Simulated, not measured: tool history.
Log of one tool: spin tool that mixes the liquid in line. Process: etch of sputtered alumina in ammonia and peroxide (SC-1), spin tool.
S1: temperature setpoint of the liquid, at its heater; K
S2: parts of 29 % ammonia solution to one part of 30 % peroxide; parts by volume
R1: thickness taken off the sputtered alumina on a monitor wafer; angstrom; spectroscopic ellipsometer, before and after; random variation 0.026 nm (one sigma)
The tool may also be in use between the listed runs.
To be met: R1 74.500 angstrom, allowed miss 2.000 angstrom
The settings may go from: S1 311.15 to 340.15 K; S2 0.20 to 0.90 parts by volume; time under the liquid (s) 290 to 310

run 1 hour=0.0 | S1=324.15 S2=0.50 time_under_the_liquid_(s)=290 | R1=140.540
run 2 hour=8.2 | S1=324.15 S2=0.50 time_under_the_liquid_(s)=290 | R1=140.030
run 3 hour=10.4 | S1=324.15 S2=0.60 time_under_the_liquid_(s)=290 | R1=143.080
run 4 hour=17.9 | S1=324.15 S2=0.60 time_under_the_liquid_(s)=290 | R1=143.260
run 5 hour=24.0 | S1=320.15 S2=0.60 time_under_the_liquid_(s)=290 | R1=114.060
run 6 hour=30.7 | S1=318.65 S2=0.60 time_under_the_liquid_(s)=290 | R1=104.890
run 7 hour=35.6 | S1=317.15 S2=0.60 time_under_the_liquid_(s)=290 | R1=96.590
run 8 hour=38.3 | S1=316.15 S2=0.60 time_under_the_liquid_(s)=290 | R1=91.399
run 9 hour=42.2 | S1=316.15 S2=0.60 time_under_the_liquid_(s)=290 | R1=91.021

Which of these 4 next moves meets every target?
run A hour=46.1 | S1=318.15 S2=0.55 time_under_the_liquid_(s)=305 | R1=?
run B hour=46.1 | S1=318.15 S2=0.50 time_under_the_liquid_(s)=310 | R1=?
run C hour=46.1 | S1=312.15 S2=0.90 time_under_the_liquid_(s)=290 | R1=?
run D hour=46.1 | S1=311.15 S2=0.70 time_under_the_liquid_(s)=290 | R1=?

move=A R1=106.990
move=B R1=107.760
move=C R1=75.213
move=D R1=69.179
A: further off than the last run
B: further off than the last run
C: meets every target
D: takes the result that was furthest off past its target
Answer: C

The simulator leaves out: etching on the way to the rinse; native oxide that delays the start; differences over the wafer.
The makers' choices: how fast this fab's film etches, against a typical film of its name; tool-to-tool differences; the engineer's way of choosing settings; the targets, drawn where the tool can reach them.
